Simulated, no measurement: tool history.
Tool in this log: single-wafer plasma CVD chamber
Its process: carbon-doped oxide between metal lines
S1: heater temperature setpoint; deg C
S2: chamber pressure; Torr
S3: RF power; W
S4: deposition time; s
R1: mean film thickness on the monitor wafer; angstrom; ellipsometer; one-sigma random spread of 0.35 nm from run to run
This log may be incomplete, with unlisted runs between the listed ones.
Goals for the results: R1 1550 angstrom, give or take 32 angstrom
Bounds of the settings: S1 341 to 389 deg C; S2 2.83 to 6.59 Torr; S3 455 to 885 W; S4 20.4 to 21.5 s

run,day,S1,S2,S3,S4,R1
1,0,365,4.71,670,21.5,1324.2
2,0.033,363,4.92,690,21.5,1372.1
3,0.075,361,5.15,700,21.5,1396.3
4,0.2,360,5.32,715,21.5,1429.1
5,0.542,359,5.47,725,21.5,1454.7
6,0.679,359,5.47,685,21.5,1391.1
7,0.946,358,5.57,700,21.5,1419.8
8,1.25,357,5.66,715,21.5,1454.8
9,1.533,356,5.77,720,21.5,1472.3

Exercise: of the 5 proposed moves below, exactly one satisfies all targets within the stated allowed misses. Which move is it?
A,1.817,356,6.34,680,21.5,?
B,1.817,354,5.99,740,20.8,?
C,1.817,362,6,730,21.5,?
D,1.817,363,6.54,715,20.4,?
E,1.817,361,6.25,835,20.4,?

move,R1
A,1413.4
B,1464
C,1461.3
D,1370.2
E,1541.3
A: the biggest miss grows against the last run
B: the biggest miss grows against the last run
C: the biggest miss grows against the last run
D: the biggest miss grows against the last run
E: hits every target within its allowed miss
The move that meets every target is E.

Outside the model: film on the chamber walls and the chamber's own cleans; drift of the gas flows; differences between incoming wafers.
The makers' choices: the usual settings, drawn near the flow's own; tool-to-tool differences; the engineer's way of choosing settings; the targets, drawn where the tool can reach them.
